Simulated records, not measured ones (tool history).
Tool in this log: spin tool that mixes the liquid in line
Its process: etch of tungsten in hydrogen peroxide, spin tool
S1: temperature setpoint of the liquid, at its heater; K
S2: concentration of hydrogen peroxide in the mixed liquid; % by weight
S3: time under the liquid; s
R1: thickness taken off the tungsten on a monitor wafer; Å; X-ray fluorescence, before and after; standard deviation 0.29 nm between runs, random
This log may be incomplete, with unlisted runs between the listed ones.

run  hour      S1    S2  S3      R1
  1     0  318.15  25.5  45  536.02
  2   6.7  317.15  25.5  45  507.39
  3  14.5  323.15  25.5  45  730.79
  4  19.1  323.15    30  45  802.07
  5  22.7  321.15    30  45  707.74
  6    26  319.65    30  45  639.93
     32.4  -- thermometer replaced
  7  32.4  318.15    30  45   629.1
  8  34.2  316.65    30  45  584.78
  9  36.8  309.15    30  45  351.26
 10  38.9  309.15    30  45   354.2
 11  46.8  309.15    30  45   356.3
 12  51.9  309.65    30  45  365.77

The next listed run, before its measurement:
 13  56.4  310.15  30  45   ?

Run 13 came out at R1 377.29 Å.
